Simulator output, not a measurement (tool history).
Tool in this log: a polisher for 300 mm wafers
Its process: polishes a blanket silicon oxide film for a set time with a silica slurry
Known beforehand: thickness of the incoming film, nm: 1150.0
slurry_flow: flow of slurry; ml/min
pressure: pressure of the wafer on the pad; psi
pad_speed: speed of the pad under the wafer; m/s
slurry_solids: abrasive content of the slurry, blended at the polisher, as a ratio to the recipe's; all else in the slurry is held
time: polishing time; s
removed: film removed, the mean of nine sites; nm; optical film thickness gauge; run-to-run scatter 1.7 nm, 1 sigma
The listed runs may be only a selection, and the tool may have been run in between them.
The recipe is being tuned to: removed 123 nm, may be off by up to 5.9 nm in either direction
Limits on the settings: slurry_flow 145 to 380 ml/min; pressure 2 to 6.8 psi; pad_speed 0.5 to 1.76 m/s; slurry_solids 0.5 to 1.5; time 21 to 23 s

run  hour  slurry_flow  pressure  pad_speed  slurry_solids  time  removed
  1     0          245       4.4       1.12              1    23   93.403
  2   3.7          245       4.4       1.12            0.9    23    88.87
  3   5.1          245       4.8       1.12            0.9    23   94.977
  4  10.7          290       4.8       1.12            0.9    23    95.95
  5    13          290       4.4       1.12            0.9    23    88.37
  6  13.7          290       4.8       1.14            0.9    23   95.586
  7  17.9          290       5.2       1.16            0.9    23   102.89
  8  20.4          290       5.5       1.18            0.9    23   108.89
  9  28.1          290       5.7        1.2            0.9    23   116.72
     30.9  -- head pressure recalibrated
 10  30.9          290       5.8        1.2            0.9    23   108.74
 11  33.2          290         6       1.22            0.9    23   113.17

5 next moves are on the table. One of them brings every result within its allowed miss. Which?
  A  35.5          295       5.6       1.66            0.9    23        ?
  B  35.5          300       6.7       1.18            1.1    23        ?
  C  35.5          315       6.8       1.62           0.75    23        ?
  D  35.5          290       5.6       1.32            0.7    23        ?
  E  35.5          285       4.8       1.38           1.15    23        ?

move  removed
   A    135.9
   B   133.51
   C   138.32
   D   95.603
   E   119.25
A: pushes the last run's worst result past its target
B: pushes the last run's worst result past its target
C: pushes the last run's worst result past its target
D: lands further from the targets than the last run did
E: all results in spec
Answer: E
